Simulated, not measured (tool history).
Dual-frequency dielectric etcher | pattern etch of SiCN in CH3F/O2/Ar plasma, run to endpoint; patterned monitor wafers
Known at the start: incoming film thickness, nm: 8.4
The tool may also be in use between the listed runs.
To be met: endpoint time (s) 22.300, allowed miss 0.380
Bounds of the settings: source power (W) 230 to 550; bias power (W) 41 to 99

Run 1, hour 0.0: source power (W) 390, bias power (W) 70. Result: endpoint time (s) 25.363.
Run 2, hour 3.7: source power (W) 410, bias power (W) 70. Result: endpoint time (s) 25.279.
Run 3, hour 6.3: source power (W) 410, bias power (W) 65. Result: endpoint time (s) 25.464.
Run 4, hour 13.2: source power (W) 430, bias power (W) 66. Result: endpoint time (s) 24.994.
Run 5, hour 17.9: source power (W) 400, bias power (W) 66. Result: endpoint time (s) 25.713.
Run 6, hour 26.7: source power (W) 420, bias power (W) 67. Result: endpoint time (s) 25.127.
Run 7, hour 32.9: source power (W) 440, bias power (W) 68. Result: endpoint time (s) 24.733.
Run 8, hour 38.4: source power (W) 450, bias power (W) 69. Result: endpoint time (s) 24.475.
Run 9, hour 44.0: source power (W) 530, bias power (W) 73. Result: endpoint time (s) 22.836.

Which of these 4 next moves meets every target?
Run A, hour 49.6: source power (W) 550, bias power (W) 75. Result: endpoint time (s) ?.
Run B, hour 49.6: source power (W) 520, bias power (W) 71. Result: endpoint time (s) ?.
Run C, hour 49.6: source power (W) 550, bias power (W) 84. Result: endpoint time (s) ?.
Run D, hour 49.6: source power (W) 530, bias power (W) 91. Result: endpoint time (s) ?.

move  endpoint time (s)
   A             22.558
   B             23.369
   C             21.751
   D             21.436
A: meets every target
B: further off than the last run
C: takes the result that was furthest off past its target
D: takes the result that was furthest off past its target
Answer: A
